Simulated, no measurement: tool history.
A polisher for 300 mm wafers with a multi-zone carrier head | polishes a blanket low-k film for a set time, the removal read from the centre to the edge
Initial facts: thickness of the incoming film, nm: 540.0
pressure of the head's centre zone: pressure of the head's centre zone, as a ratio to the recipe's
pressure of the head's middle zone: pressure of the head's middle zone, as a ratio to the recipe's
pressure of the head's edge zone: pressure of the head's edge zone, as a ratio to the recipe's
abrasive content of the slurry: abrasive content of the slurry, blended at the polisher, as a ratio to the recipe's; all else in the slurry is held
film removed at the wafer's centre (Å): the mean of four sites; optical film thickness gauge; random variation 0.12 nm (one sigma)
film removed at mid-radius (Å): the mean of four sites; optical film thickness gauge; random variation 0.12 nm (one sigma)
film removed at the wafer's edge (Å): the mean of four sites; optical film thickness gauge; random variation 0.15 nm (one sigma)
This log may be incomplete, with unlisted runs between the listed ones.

run	hour	flow of slurry (ml/min)	pressure of the head's centre zone	pressure of the head's middle zone	pressure of the head's edge zone	abrasive content of the slurry	polishing time (s)	film removed at the wafer's centre (Å)	film removed at mid-radius (Å)	film removed at the wafer's edge (Å)
1	0.0	230	1.00	1.00	1.00	1.00	55	280.92	285.07	279.13
2	3.6	230	1.00	1.00	1.00	1.00	64	331.52	332.56	325.49
3	6.4	270	1.00	1.00	1.00	1.00	64	336.24	339.98	333.04
4	14.6	260	1.00	0.99	0.98	0.95	61	309.92	309.49	302.53
5	21.6	250	1.00	0.98	0.96	0.90	59	291.25	290.33	278.64
6	27.4	240	1.00	0.96	0.95	0.85	57	272.84	262.83	264.10
7	30.9	240	1.00	0.96	0.93	0.80	55	256.33	244.97	242.20
8	37.3	235	1.00	0.96	0.92	0.75	54	240.18	236.35	229.36
9	45.7	235	1.00	0.95	0.91	0.70	53	231.10	219.67	218.46
10	52.8	235	1.00	0.95	0.90	0.65	52	217.91	206.15	203.21

Expected results for the next run?
11	54.6	215	1.01	0.89	0.81	0.50	48	?	?	?

{"run 11": {"film removed at the wafer's centre (Å)": 169.68, "film removed at mid-radius (Å)": 152.94, "film removed at the wafer's edge (Å)": 150.41}}
